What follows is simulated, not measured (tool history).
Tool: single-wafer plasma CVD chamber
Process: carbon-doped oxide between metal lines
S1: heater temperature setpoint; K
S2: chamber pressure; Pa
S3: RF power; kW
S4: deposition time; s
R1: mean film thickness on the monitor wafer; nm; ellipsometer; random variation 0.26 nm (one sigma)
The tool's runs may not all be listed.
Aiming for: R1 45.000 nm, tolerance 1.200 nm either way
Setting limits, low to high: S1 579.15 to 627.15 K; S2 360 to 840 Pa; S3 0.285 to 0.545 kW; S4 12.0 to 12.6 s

run 1 day=0.000 | S1=603.15 S2=600 S3=0.415 S4=12.6 | R1=55.044
run 2 day=0.350 | S1=605.15 S2=579 S3=0.395 S4=12.5 | R1=52.173
run 3 day=0.646 | S1=605.15 S2=579 S3=0.395 S4=12.0 | R1=50.035
run 4 day=1.012 | S1=605.15 S2=483 S3=0.395 S4=12.0 | R1=48.871
run 5 day=1.100 | S1=605.15 S2=589 S3=0.395 S4=12.0 | R1=50.459
run 6 day=1.296 | S1=605.15 S2=589 S3=0.395 S4=12.6 | R1=52.377
run 7 day=1.408 | S1=613.15 S2=497 S3=0.330 S4=12.4 | R1=40.438
run 8 day=1.675 | S1=610.15 S2=511 S3=0.330 S4=12.4 | R1=41.420
run 9 day=1.746 | S1=608.15 S2=523 S3=0.330 S4=12.4 | R1=41.710
run 10 day=1.962 | S1=606.15 S2=537 S3=0.330 S4=12.4 | R1=41.790
run 11 day=2.192 | S1=605.15 S2=555 S3=0.335 S4=12.4 | R1=43.083

Next run, 4 choices. One meets every target within its allowed miss, the rest don't. Which?
run A day=2.421 | S1=596.15 S2=555 S3=0.315 S4=12.0 | R1=?
run B day=2.421 | S1=614.15 S2=627 S3=0.345 S4=12.6 | R1=?
run C day=2.421 | S1=604.15 S2=419 S3=0.350 S4=12.1 | R1=?
run D day=2.421 | S1=593.15 S2=499 S3=0.315 S4=12.4 | R1=?

move=A R1=40.515
move=B R1=45.432
move=C R1=43.199
move=D R1=41.604
A: further off than the last run
B: in spec on every target
C: closer than the last run, but not yet in spec
D: further off than the last run
The move that meets every target is B.

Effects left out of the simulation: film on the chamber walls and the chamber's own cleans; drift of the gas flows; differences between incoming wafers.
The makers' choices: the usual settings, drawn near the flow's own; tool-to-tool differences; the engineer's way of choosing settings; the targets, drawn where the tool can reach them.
